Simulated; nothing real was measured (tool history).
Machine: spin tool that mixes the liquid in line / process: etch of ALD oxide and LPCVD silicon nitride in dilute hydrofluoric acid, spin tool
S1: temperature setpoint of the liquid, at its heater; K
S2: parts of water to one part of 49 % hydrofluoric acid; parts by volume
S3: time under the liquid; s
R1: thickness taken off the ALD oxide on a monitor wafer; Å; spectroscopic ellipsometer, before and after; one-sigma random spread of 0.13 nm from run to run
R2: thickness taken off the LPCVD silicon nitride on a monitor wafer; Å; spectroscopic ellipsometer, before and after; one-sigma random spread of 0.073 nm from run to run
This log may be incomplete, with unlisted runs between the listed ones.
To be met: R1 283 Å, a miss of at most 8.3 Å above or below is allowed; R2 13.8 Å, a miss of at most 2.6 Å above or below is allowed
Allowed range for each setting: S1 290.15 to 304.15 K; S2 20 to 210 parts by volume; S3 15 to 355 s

Run 1, day 0: S1 296.15 K, S2 115 parts by volume, S3 180 s. Result: R1 164.26 Å, R2 7.7394 Å.
Run 2, day 0.221: S1 296.15 K, S2 80 parts by volume, S3 180 s. Result: R1 242.22 Å, R2 11.096 Å.
Run 3, day 0.275: S1 293.65 K, S2 80 parts by volume, S3 180 s. Result: R1 221.49 Å, R2 9.8354 Å.
Run 4, day 0.421: S1 294.65 K, S2 80 parts by volume, S3 180 s. Result: R1 230.82 Å, R2 8.9045 Å.
Run 5, day 0.55: S1 294.65 K, S2 45 parts by volume, S3 180 s. Result: R1 422.68 Å, R2 17.537 Å.
Run 6, day 0.708: S1 294.65 K, S2 45 parts by volume, S3 230 s. Result: R1 537.19 Å, R2 22.131 Å.
Run 7, day 0.762: S1 294.15 K, S2 50 parts by volume, S3 230 s. Result: R1 478.18 Å, R2 19.043 Å.
Run 8, day 0.933: S1 294.15 K, S2 55 parts by volume, S3 230 s. Result: R1 430.28 Å, R2 16.962 Å.
Run 9, day 1.175: S1 294.15 K, S2 55 parts by volume, S3 230 s. Result: R1 430.71 Å, R2 17.015 Å.
Run 10, day 1.275: S1 294.15 K, S2 60 parts by volume, S3 230 s. Result: R1 390.03 Å, R2 14.944 Å.
Run 11, day 1.404: S1 294.15 K, S2 60 parts by volume, S3 225 s. Result: R1 384.54 Å, R2 15.207 Å.
Run 12, day 1.738: S1 293.65 K, S2 70 parts by volume, S3 220 s. Result: R1 309.61 Å, R2 14.05 Å.
Run 13, day 2.058: S1 292.65 K, S2 70 parts by volume, S3 220 s. Result: R1 299.16 Å, R2 12.388 Å.
At day 2.383: hydrofluoric acid flow meter replaced.
Run 14, day 2.383: S1 292.15 K, S2 70 parts by volume, S3 220 s. Result: R1 265.64 Å, R2 10.179 Å.
Run 15, day 2.558: S1 293.15 K, S2 75 parts by volume, S3 220 s. Result: R1 259.28 Å, R2 11.155 Å.
Run 16, day 2.671: S1 293.65 K, S2 75 parts by volume, S3 225 s. Result: R1 271.22 Å, R2 11.107 Å.
Run 17, day 2.954: S1 293.65 K, S2 75 parts by volume, S3 225 s. Result: R1 270.66 Å, R2 12.38 Å.

Next run, 5 choices. One meets every target within its allowed miss, the rest don't. Which?
Run A, day 3.238: S1 295.65 K, S2 95 parts by volume, S3 300 s. Result: R1 ?, R2 ?.
Run B, day 3.238: S1 294.65 K, S2 95 parts by volume, S3 315 s. Result: R1 ?, R2 ?.
Run C, day 3.238: S1 298.65 K, S2 85 parts by volume, S3 190 s. Result: R1 ?, R2 ?.
Run D, day 3.238: S1 296.15 K, S2 120 parts by volume, S3 355 s. Result: R1 ?, R2 ?.
Run E, day 3.238: S1 297.15 K, S2 130 parts by volume, S3 355 s. Result: R1 ?, R2 ?.

move      R1      R2
   A  300.83  13.345
   B  303.34  13.103
   C  243.04  11.504
   D  279.15  12.972
   E  264.83  12.798
A: moves the result that the last run missed by most past its target, out the other side
B: moves the result that the last run missed by most past its target, out the other side
C: moves away from the targets compared with the last run
D: meets every target
E: moves away from the targets compared with the last run
So the answer is move D, the one that meets all the targets.
